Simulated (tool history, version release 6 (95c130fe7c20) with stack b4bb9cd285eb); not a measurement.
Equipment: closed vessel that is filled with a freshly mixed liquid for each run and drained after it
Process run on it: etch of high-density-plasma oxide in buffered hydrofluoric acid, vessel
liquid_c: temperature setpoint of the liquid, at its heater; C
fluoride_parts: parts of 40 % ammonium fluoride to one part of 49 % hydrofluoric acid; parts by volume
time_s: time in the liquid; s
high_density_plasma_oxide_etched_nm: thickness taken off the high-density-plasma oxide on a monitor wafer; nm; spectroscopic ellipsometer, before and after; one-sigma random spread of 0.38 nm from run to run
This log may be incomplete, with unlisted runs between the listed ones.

run,day,liquid_c,fluoride_parts,time_s,high_density_plasma_oxide_etched_nm
1,0.000,24.0,19.5,30,26.485
2,0.367,24.0,15.5,30,32.817
3,0.483,25.0,15.5,30,34.539
4,0.658,25.0,10.0,30,52.873
5,0.896,25.0,8.0,30,63.559
6,0.992,28.0,8.0,30,73.744
7,1.100,25.0,8.0,30,63.589
8,1.471,22.5,8.5,30,52.700

Run 9 comes next. What will it give?
# day 1.783: hydrofluoric acid flow meter replaced
9,1.783,21.0,8.5,30,?

high_density_plasma_oxide_etched_nm: 53.788 nm
